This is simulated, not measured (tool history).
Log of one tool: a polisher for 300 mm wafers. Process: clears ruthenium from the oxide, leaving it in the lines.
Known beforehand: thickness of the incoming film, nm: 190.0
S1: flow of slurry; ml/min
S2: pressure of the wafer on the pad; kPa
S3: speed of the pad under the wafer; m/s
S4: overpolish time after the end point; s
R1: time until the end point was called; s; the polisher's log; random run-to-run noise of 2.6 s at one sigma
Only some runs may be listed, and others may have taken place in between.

{"run": 1, "hour": 0.0, "S1": 280, "S2": 17.2, "S3": 1.16, "S4": 40, "R1": 139.54}
{"run": 2, "hour": 7.5, "S1": 280, "S2": 19.3, "S3": 1.16, "S4": 40, "R1": 122.27}
{"run": 3, "hour": 13.1, "S1": 320, "S2": 19.3, "S3": 1.16, "S4": 40, "R1": 123.45}
{"run": 4, "hour": 17.6, "S1": 320, "S2": 17.2, "S3": 1.16, "S4": 40, "R1": 137.62}
{"run": 5, "hour": 25.1, "S1": 345, "S2": 17.2, "S3": 1.16, "S4": 40, "R1": 136.01}
{"run": 6, "hour": 30.6, "S1": 345, "S2": 15.2, "S3": 1.16, "S4": 40, "R1": 158.32}

Run 7 has not been measured yet. What should we expect?
{"run": 7, "hour": 33.3, "S1": 345, "S2": 13.8, "S3": 1.16, "S4": 40, "R1": "?"}

R1: 170.51 s
